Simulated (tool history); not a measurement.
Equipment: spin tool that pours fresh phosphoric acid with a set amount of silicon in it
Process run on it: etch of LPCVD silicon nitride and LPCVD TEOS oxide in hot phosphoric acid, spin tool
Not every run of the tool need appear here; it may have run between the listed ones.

run	hour	temperature setpoint of the liquid (K)	silicon dissolved in the acid as it is poured (mg a litre)	time under the liquid (s)	thickness taken off the LPCVD silicon nitride on a monitor wafer (angstrom)	thickness taken off the LPCVD TEOS oxide on a monitor wafer (angstrom)
1	0	437.15	21	180	199.9	7.7906
2	7	435.65	21	180	188.78	6.9704
3	9.5	435.65	21	220	234.24	8.5865
4	11.5	435.65	26.5	220	230.99	7.2313
5	18.1	435.65	31.5	220	234.82	5.8949
6	25.8	436.65	31.5	220	241.77	6.2701
7	27.5	436.15	33.5	230	249.72	5.9961

Run 8 is up next; what results do you expect?
8	33.1	435.65	35	240	?	?

Run 8 produced thickness taken off the LPCVD silicon nitride on a monitor wafer (angstrom) 254.52, thickness taken off the LPCVD TEOS oxide on a monitor wafer (angstrom) 5.406.
